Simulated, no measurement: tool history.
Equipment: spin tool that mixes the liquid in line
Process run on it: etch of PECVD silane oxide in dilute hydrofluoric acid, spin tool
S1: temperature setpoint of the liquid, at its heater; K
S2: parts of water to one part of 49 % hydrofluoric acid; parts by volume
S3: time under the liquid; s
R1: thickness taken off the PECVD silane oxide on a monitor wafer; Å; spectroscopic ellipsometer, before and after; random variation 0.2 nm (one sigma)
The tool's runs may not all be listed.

run 1 hour=0.0 | S1=296.15 S2=300 S3=300 | R1=185.57
run 2 hour=5.7 | S1=296.15 S2=300 S3=320 | R1=199.31
run 3 hour=7.6 | S1=296.15 S2=300 S3=300 | R1=186.22
run 4 hour=13.2 | S1=296.15 S2=365 S3=300 | R1=143.96
run 5 hour=15.7 | S1=297.65 S2=330 S3=300 | R1=173.29
run 6 hour=23.0 | S1=299.15 S2=300 S3=300 | R1=204.13
run 7 hour=29.3 | S1=303.15 S2=180 S3=300 | R1=456.05
run 8 hour=32.6 | S1=302.15 S2=180 S3=300 | R1=431.86
run 9 hour=33.7 | S1=301.15 S2=180 S3=300 | R1=420.40
run 10 hour=41.6 | S1=300.15 S2=180 S3=300 | R1=406.62
run 11 hour=45.0 | S1=299.65 S2=180 S3=300 | R1=401.11
run 12 hour=49.9 | S1=299.65 S2=180 S3=300 | R1=396.01
run 13 hour=51.8 | S1=299.65 S2=180 S3=300 | R1=401.62

Run 14 is up next; what results do you expect?
run 14 hour=58.3 | S1=299.15 S2=180 S3=300 | R1=?

{"run 14": {"R1": 393.51}}
